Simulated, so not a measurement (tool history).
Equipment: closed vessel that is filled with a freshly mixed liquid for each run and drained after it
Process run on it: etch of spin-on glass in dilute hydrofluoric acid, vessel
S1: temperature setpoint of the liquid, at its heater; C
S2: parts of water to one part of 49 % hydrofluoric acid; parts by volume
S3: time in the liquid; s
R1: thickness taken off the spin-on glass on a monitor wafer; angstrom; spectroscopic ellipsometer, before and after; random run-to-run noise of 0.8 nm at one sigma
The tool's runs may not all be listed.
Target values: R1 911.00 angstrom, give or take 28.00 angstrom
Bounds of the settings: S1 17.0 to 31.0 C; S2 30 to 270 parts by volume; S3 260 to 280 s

run	hour	S1	S2	S3	R1
1	0.0	23.0	150	260	679.48
2	6.0	23.0	150	280	743.07
3	14.3	24.5	150	280	783.61
4	19.5	26.5	150	280	832.38
5	25.3	26.5	170	280	727.24
6	33.4	28.0	165	280	793.95
7	42.5	29.0	165	280	827.99
8	48.9	29.5	165	280	841.67
9	57.1	30.0	165	280	845.97
10	65.9	30.5	165	280	863.33
11	67.2	30.5	165	280	860.85

Exercise: of the 4 proposed moves below, exactly one satisfies all targets within the stated allowed misses. Which move is it?
A	68.5	31.0	155	280	?
B	68.5	28.5	140	280	?
C	68.5	31.0	160	280	?
D	68.5	29.5	145	280	?

move	R1
A	948.39
B	978.36
C	912.68
D	973.45
A: pushes the last run's worst result past its target
B: pushes the last run's worst result past its target
C: in spec on every target
D: pushes the last run's worst result past its target
C is the move that brings every result within its allowed miss.
